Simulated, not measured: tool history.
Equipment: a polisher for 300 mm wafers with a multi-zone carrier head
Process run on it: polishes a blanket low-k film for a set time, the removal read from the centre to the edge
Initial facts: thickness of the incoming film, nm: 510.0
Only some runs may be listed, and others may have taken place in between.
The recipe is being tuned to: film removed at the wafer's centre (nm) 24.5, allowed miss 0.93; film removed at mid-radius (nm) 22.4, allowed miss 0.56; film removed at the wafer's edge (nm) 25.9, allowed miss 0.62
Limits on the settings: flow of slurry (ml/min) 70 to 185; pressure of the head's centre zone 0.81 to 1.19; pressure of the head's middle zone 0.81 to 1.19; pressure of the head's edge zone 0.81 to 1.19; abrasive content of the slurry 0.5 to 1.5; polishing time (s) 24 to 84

run,hour,flow of slurry (ml/min),pressure of the head's centre zone,pressure of the head's middle zone,pressure of the head's edge zone,abrasive content of the slurry,polishing time (s),film removed at the wafer's centre (nm),film removed at mid-radius (nm),film removed at the wafer's edge (nm)
1,0,120,1,1,1,1,54,29.172,28.497,27.607
2,4,120,1,1,1.05,1,54,28.601,28.388,28.526
3,10.7,110,0.99,0.96,1.04,1,54,27.32,26.978,27.662
4,11.3,110,0.99,0.96,1.04,1,41,20.822,20.16,20.862
5,15,130,0.99,0.95,1.09,1,41,22.246,21.017,22.196
6,18.9,130,0.99,0.95,1.09,1,35,19.098,18.175,18.783
7,25.4,130,0.99,0.93,1.12,1.15,36,20.775,19.37,20.91
8,33.6,135,0.98,0.91,1.14,1.25,36,21.964,20.227,22.269
9,41.7,145,0.96,0.89,1.16,1.3,36,22.084,20.764,23.345
10,46.9,145,0.96,0.89,1.16,1.3,36,21.876,20.628,22.962
11,55.5,175,0.95,0.84,1.19,1.45,36,23.548,21.507,25.168
12,61.3,175,0.96,0.85,1.19,1.5,36,23.669,21.945,25.13

Which one of the following 4 next-run settings gets every result inside its allowed miss? There is exactly one.
A,67.1,175,0.86,0.86,1.19,1.45,37,?,?,?
B,67.1,185,1.04,0.88,1.09,1.45,36,?,?,?
C,67.1,180,0.99,0.86,1.19,1.4,35,?,?,?
D,67.1,180,0.93,0.83,1.12,1.35,39,?,?,?

move,film removed at the wafer's centre (nm),film removed at mid-radius (nm),film removed at the wafer's edge (nm)
A,21.905,22.587,25.342
B,26.083,22.583,24.032
C,23.662,21.143,23.708
D,24.369,22.538,25.446
A: the worst result of the last run now meets its target, but another is out of spec
B: misses by more than the last run did
C: misses by more than the last run did
D: in spec on every target
Move D is the one to make.
